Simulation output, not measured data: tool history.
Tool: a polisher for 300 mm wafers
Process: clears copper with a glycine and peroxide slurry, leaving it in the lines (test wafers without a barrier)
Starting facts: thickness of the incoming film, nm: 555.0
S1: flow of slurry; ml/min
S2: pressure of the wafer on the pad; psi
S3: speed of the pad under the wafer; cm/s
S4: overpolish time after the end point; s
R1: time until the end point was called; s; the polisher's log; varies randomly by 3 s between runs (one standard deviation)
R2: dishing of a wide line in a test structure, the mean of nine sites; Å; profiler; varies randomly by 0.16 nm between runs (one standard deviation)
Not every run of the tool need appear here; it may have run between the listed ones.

run    day   S1   S2  S3  S4      R1      R2
  1  0.000  265  1.7  92  28  214.43  426.84
  2  0.225  250  1.6  90  25  225.89  372.81
  3  0.562  240  1.5  88  23  243.82  334.02
  4  0.875  240  1.5  74  23  270.59  306.50
  5  0.917  240  1.7  74  23  253.28  322.55
  6  1.042  240  1.7  94  23  215.01  371.79
  7  1.338  230  1.7  88  21  225.39  332.10
  8  1.358  220  1.7  82  19  239.38  296.36

Run 9 has not been measured yet. What should we expect?
  9  1.483  160  1.8  56   8   ?   ?

{"run 9": {"R1": 303.87, "R2": 112.8}}
